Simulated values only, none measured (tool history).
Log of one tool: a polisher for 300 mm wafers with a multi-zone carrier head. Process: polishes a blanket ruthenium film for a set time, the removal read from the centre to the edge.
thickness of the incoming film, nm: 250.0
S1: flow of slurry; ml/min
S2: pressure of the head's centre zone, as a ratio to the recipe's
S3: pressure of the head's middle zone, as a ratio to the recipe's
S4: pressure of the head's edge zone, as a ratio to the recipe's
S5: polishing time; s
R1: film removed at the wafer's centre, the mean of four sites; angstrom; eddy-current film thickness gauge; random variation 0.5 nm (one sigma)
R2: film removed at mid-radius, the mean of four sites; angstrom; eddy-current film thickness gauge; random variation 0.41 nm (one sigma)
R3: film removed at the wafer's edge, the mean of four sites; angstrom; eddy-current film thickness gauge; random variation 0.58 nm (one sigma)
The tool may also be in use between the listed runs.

| run | hour | S1 | S2 | S3 | S4 | S5 | R1 | R2 | R3 |
|---|---|---|---|---|---|---|---|---|---|
| 1 | 0.0 | 260 | 1.00 | 1.00 | 1.00 | 71 | 580.67 | 581.34 | 597.55 |
| 2 | 1.8 | 260 | 1.01 | 0.96 | 0.97 | 63 | 506.05 | 507.89 | 525.03 |
| 3 | 6.2 | 255 | 1.05 | 0.92 | 0.96 | 57 | 491.98 | 444.26 | 465.28 |
| 4 | 10.5 | 250 | 1.04 | 0.89 | 0.95 | 54 | 450.02 | 410.55 | 440.50 |
| 5 | 17.4 | 250 | 1.04 | 0.89 | 0.99 | 54 | 458.96 | 405.62 | 450.00 |
| 6 | 20.1 | 245 | 1.04 | 0.87 | 0.96 | 52 | 439.32 | 385.88 | 421.51 |
| 7 | 28.7 | 235 | 1.04 | 0.86 | 0.95 | 52 | 439.58 | 382.64 | 425.68 |

The next listed run, before its measurement:
| 8 | 35.8 | 240 | 1.04 | 0.85 | 0.93 | 51 | ? | ? | ? |

{"run 8": {"R1": 429.33, "R2": 362.92, "R3": 420.87}}
